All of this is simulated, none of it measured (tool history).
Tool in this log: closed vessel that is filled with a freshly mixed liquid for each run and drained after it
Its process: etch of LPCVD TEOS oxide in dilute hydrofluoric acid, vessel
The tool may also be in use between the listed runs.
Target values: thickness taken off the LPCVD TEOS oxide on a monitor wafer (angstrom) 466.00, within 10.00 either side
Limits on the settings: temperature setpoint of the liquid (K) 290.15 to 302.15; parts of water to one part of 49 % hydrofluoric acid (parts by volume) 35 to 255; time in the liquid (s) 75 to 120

run,hour,temperature setpoint of the liquid (K),parts of water to one part of 49 % hydrofluoric acid (parts by volume),time in the liquid (s),thickness taken off the LPCVD TEOS oxide on a monitor wafer (angstrom)
1,0.0,294.15,145,120,195.32
2,6.1,294.15,145,120,198.96
3,13.3,295.65,130,120,237.60
4,15.3,296.65,120,120,266.28
5,16.2,294.65,120,120,252.02
6,19.1,296.15,110,120,293.88
7,24.3,297.15,105,120,318.66
8,30.2,298.15,100,120,357.13
9,35.6,298.65,100,120,360.44
10,37.2,299.15,100,120,362.44
11,43.9,299.65,95,120,396.49
12,47.1,300.15,95,120,398.88
13,50.7,300.65,95,120,410.50
14,52.0,301.15,95,120,415.84
15,57.5,302.15,85,120,492.36
16,58.4,301.65,85,120,483.21

Below are 4 possible settings for the next run. Only one of them brings all results inside the allowed miss of their targets. Which is it?
A,59.3,302.15,90,120,?
B,59.3,302.15,55,75,?
C,59.3,302.15,85,120,?
D,59.3,298.15,75,120,?

move,thickness taken off the LPCVD TEOS oxide on a monitor wafer (angstrom)
A,460.92
B,497.36
C,491.69
D,484.94
A: every result lands within tolerance
B: further off than the last run
C: further off than the last run
D: further off than the last run
So the answer is move A, the one that meets all the targets.

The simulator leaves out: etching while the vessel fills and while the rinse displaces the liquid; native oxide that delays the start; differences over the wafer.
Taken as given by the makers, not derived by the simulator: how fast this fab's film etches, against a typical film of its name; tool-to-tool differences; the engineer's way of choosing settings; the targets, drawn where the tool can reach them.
